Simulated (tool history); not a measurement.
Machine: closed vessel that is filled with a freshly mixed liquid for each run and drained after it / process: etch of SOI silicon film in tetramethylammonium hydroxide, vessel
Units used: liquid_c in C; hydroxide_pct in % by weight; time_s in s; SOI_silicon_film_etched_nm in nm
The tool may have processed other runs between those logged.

run	hour	liquid_c	hydroxide_pct	time_s	SOI_silicon_film_etched_nm
1	0	64	14	30	139.78
2	7.5	64	14	30	139.89
3	9.7	63	14	30	130.99
4	17.6	63	14	30	130.8
5	22	63	15	30	126.6
6	24.2	58	15	30	91.71
7	25	59	15	30	98.514

For run 8, what comes out?
8	30.5	59.5	15	30	?

SOI_silicon_film_etched_nm: 101.89 nm
